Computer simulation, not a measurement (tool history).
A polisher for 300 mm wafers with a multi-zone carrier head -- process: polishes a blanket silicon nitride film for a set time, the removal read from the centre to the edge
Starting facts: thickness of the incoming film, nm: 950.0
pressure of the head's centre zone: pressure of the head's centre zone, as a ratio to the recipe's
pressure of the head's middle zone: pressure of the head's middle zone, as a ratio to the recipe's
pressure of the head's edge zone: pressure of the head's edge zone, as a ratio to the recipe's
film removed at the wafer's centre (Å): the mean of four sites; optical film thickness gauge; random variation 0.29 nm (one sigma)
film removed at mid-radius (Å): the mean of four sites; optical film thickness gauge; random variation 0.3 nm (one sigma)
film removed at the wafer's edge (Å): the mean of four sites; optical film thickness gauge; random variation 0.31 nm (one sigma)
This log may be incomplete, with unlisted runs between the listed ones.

run    day  flow of slurry (ml/min)  pressure of the head's centre zone  pressure of the head's middle zone  pressure of the head's edge zone  polishing time (s)  film removed at the wafer's centre (Å)  film removed at mid-radius (Å)  film removed at the wafer's edge (Å)
  1  0.000                      155                                1.00                                1.00                              1.00                  46                                  578.64                          650.39                                649.69
  2  0.358                      140                                0.98                                0.95                              0.98                  41                                  488.98                          544.91                                563.09
  3  0.725                      130                                0.97                                0.91                              0.97                  37                                  440.35                          475.95                                499.63
  4  0.808                      120                                0.96                                0.88                              0.98                  35                                  401.60                          424.84                                465.05
  5  1.088                      115                                0.95                                0.86                              0.98                  34                                  376.83                          405.82                                459.40
  6  1.217                      110                                0.95                                0.85                              0.97                  33                                  367.54                          383.95                                435.87
     1.262  -- centre zone pressure recalibrated
  7  1.262                      105                                0.94                                0.84                              0.96                  33                                  400.81                          383.74                                435.13
  8  1.488                      105                                0.94                                0.84                              0.97                  32                                  390.03                          368.51                                416.25

For run 9, what comes out?
  9  1.779                      110                                0.93                                0.84                              0.99                  31                                       ?                               ?                                     ?

Run 9 produced film removed at the wafer's centre (Å) 374.51, film removed at mid-radius (Å) 358.97, film removed at the wafer's edge (Å) 411.52.
